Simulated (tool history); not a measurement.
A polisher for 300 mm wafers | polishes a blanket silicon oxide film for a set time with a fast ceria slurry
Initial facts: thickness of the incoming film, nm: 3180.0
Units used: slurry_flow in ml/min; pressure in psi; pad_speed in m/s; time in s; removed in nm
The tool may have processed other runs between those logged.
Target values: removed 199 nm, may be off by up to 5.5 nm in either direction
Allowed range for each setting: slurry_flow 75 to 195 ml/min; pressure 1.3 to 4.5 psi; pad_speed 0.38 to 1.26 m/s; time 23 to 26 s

Run 1, hour 0: slurry_flow 125 ml/min, pressure 2.9 psi, pad_speed 0.82 m/s, time 26 s. Result: removed 302.23 nm.
Run 2, hour 1.2: slurry_flow 140 ml/min, pressure 2.9 psi, pad_speed 0.82 m/s, time 26 s. Result: removed 309.07 nm.
Run 3, hour 2.2: slurry_flow 140 ml/min, pressure 2.4 psi, pad_speed 0.82 m/s, time 26 s. Result: removed 265.66 nm.
Run 4, hour 4.7: slurry_flow 135 ml/min, pressure 2.3 psi, pad_speed 0.82 m/s, time 26 s. Result: removed 251.92 nm.
Run 5, hour 12.5: slurry_flow 125 ml/min, pressure 2.2 psi, pad_speed 0.82 m/s, time 26 s. Result: removed 246.9 nm.
Run 6, hour 18.1: slurry_flow 110 ml/min, pressure 2.2 psi, pad_speed 0.82 m/s, time 26 s. Result: removed 239.3 nm.
Run 7, hour 22.9: slurry_flow 110 ml/min, pressure 2.2 psi, pad_speed 0.82 m/s, time 26 s. Result: removed 240.15 nm.
Run 8, hour 25.7: slurry_flow 110 ml/min, pressure 2.2 psi, pad_speed 0.82 m/s, time 26 s. Result: removed 240.37 nm.
Run 9, hour 31: slurry_flow 110 ml/min, pressure 2.1 psi, pad_speed 0.82 m/s, time 26 s. Result: removed 232.11 nm.
Run 10, hour 39.7: slurry_flow 85 ml/min, pressure 1.7 psi, pad_speed 0.82 m/s, time 26 s. Result: removed 190.5 nm.
Run 11, hour 47.2: slurry_flow 90 ml/min, pressure 1.7 psi, pad_speed 0.82 m/s, time 26 s. Result: removed 190.72 nm.
Run 12, hour 50: slurry_flow 95 ml/min, pressure 1.7 psi, pad_speed 0.82 m/s, time 26 s. Result: removed 193.64 nm.

5 candidate next runs follow, results not yet known. Just one meets every target within its allowed miss. Identify it.
Run A, hour 52.8: slurry_flow 125 ml/min, pressure 2.1 psi, pad_speed 0.78 m/s, time 23 s. Result: removed ?.
Run B, hour 52.8: slurry_flow 110 ml/min, pressure 1.3 psi, pad_speed 0.98 m/s, time 25 s. Result: removed ?.
Run C, hour 52.8: slurry_flow 100 ml/min, pressure 1.9 psi, pad_speed 0.82 m/s, time 23 s. Result: removed ?.
Run D, hour 52.8: slurry_flow 85 ml/min, pressure 2.1 psi, pad_speed 0.72 m/s, time 25 s. Result: removed ?.
Run E, hour 52.8: slurry_flow 95 ml/min, pressure 1.9 psi, pad_speed 0.8 m/s, time 24 s. Result: removed ?.

move  removed
   A   198.68
   B   186.83
   C   186.93
   D   188.52
   E   188.94
A: meets every target
B: further off than the last run
C: further off than the last run
D: further off than the last run
E: further off than the last run
A meets every target.
